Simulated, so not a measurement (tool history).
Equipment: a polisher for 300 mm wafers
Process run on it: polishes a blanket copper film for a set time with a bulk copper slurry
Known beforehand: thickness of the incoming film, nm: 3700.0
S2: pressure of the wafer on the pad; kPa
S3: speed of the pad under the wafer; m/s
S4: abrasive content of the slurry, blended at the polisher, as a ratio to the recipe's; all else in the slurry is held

{"run": 1, "hour": 0.0, "flow of slurry (ml/min)": 235, "S2": 16.5, "S3": 0.86, "S4": 1, "polishing time (s)": 108, "film removed (Å)": 6869.4}
{"run": 2, "hour": 5.2, "flow of slurry (ml/min)": 195, "S2": 16.5, "S3": 0.86, "S4": 1, "polishing time (s)": 108, "film removed (Å)": 6742.7}
{"run": 3, "hour": 9.0, "flow of slurry (ml/min)": 195, "S2": 17.2, "S3": 0.86, "S4": 1, "polishing time (s)": 108, "film removed (Å)": 7146.5}
{"run": 4, "hour": 15.6, "flow of slurry (ml/min)": 195, "S2": 17.9, "S3": 0.86, "S4": 1, "polishing time (s)": 108, "film removed (Å)": 7303.3}
{"run": 5, "hour": 23.8, "flow of slurry (ml/min)": 195, "S2": 18.6, "S3": 0.86, "S4": 1, "polishing time (s)": 108, "film removed (Å)": 7560.8}
{"run": 6, "hour": 24.4, "flow of slurry (ml/min)": 195, "S2": 18.6, "S3": 0.86, "S4": 1, "polishing time (s)": 108, "film removed (Å)": 7676}
{"run": 7, "hour": 29.8, "flow of slurry (ml/min)": 195, "S2": 19.3, "S3": 0.86, "S4": 1, "polishing time (s)": 108, "film removed (Å)": 8043}

For run 8, what comes out?
{"run": 8, "hour": 35.7, "flow of slurry (ml/min)": 195, "S2": 20, "S3": 0.86, "S4": 1, "polishing time (s)": 108, "film removed (Å)": "?"}

Run 8 yielded film removed (Å) 8044.7.
